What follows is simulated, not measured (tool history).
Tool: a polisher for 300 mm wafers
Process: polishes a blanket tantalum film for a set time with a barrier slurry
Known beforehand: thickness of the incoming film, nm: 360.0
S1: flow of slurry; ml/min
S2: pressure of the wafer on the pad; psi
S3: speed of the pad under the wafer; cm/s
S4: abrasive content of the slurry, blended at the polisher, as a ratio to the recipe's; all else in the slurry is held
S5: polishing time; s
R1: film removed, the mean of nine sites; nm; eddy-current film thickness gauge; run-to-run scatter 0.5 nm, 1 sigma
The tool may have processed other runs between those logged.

{"run": 1, "hour": 0.0, "S1": 270, "S2": 1.5, "S3": 100, "S4": 1, "S5": 94, "R1": 103.15}
{"run": 2, "hour": 4.4, "S1": 270, "S2": 1.5, "S3": 100, "S4": 1, "S5": 98, "R1": 108.89}
{"run": 3, "hour": 6.6, "S1": 270, "S2": 1.4, "S3": 100, "S4": 1, "S5": 98, "R1": 101.41}
{"run": 4, "hour": 7.9, "S1": 270, "S2": 1.3, "S3": 100, "S4": 1, "S5": 98, "R1": 95.74}
{"run": 5, "hour": 15.8, "S1": 270, "S2": 1.5, "S3": 100, "S4": 1, "S5": 98, "R1": 108.44}
{"run": 6, "hour": 24.0, "S1": 270, "S2": 1.5, "S3": 100, "S4": 1, "S5": 98, "R1": 107.84}
{"run": 7, "hour": 24.7, "S1": 270, "S2": 1.4, "S3": 100, "S4": 1, "S5": 98, "R1": 100.62}

Predict the results of run 8:
{"run": 8, "hour": 32.9, "S1": 270, "S2": 1.3, "S3": 100, "S4": 1, "S5": 98, "R1": "?"}

R1: 93.797 nm
